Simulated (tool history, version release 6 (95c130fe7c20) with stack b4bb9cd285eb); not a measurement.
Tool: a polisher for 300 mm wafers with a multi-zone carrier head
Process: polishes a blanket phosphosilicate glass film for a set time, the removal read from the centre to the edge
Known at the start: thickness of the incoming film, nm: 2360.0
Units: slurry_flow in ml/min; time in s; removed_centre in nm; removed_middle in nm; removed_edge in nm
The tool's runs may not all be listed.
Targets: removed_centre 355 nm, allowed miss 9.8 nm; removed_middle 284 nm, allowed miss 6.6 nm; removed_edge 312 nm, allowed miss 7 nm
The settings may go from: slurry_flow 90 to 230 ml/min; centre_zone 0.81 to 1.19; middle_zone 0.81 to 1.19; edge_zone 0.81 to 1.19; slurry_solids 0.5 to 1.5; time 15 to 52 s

run,hour,slurry_flow,centre_zone,middle_zone,edge_zone,slurry_solids,time,removed_centre,removed_middle,removed_edge
1,0,150,1,1,1,1,33,323.44,326.29,323.17
2,7.3,145,1.01,0.99,1,1,33,324.87,321.77,317.02
3,14.6,145,1.01,0.99,1,1,25,244.49,244.06,243.03
4,17.4,145,1.01,0.99,1,1,32,315.92,309.29,306.29
5,22.2,110,1.01,0.99,1,1,32,292.19,288.68,292.76
6,26,110,1.01,1.04,1,1,32,289.36,302.39,296.5
7,29.1,115,1.03,1.03,1.01,1,32,300.24,303.16,295.13
8,31.5,115,1.04,1.01,1.02,1,32,305.26,294.75,301.32
9,39.9,150,1.14,0.94,1,1,32,362.93,300.73,309.43
10,40.6,150,1.14,0.94,1.01,1,32,359.01,298.61,313.63

4 next moves are on the table. One of them brings every result within its allowed miss. Which?
A,41.3,145,1.17,0.92,1.07,1,31,?,?,?
B,41.3,145,1.19,0.91,1.01,1.1,29,?,?,?
C,41.3,150,1.19,0.88,0.93,0.95,33,?,?,?
D,41.3,155,1.13,0.95,0.99,0.95,33,?,?,?

move,removed_centre,removed_middle,removed_edge
A,351.52,287.51,308.89
B,350.65,279.41,294.5
C,373.5,289.29,300.9
D,357.44,310.49,311.17
A: meets every target
B: brings the result that was furthest off to its target, and leaves another outside
C: brings the result that was furthest off to its target, and leaves another outside
D: further off than the last run
Move A is the one to make.
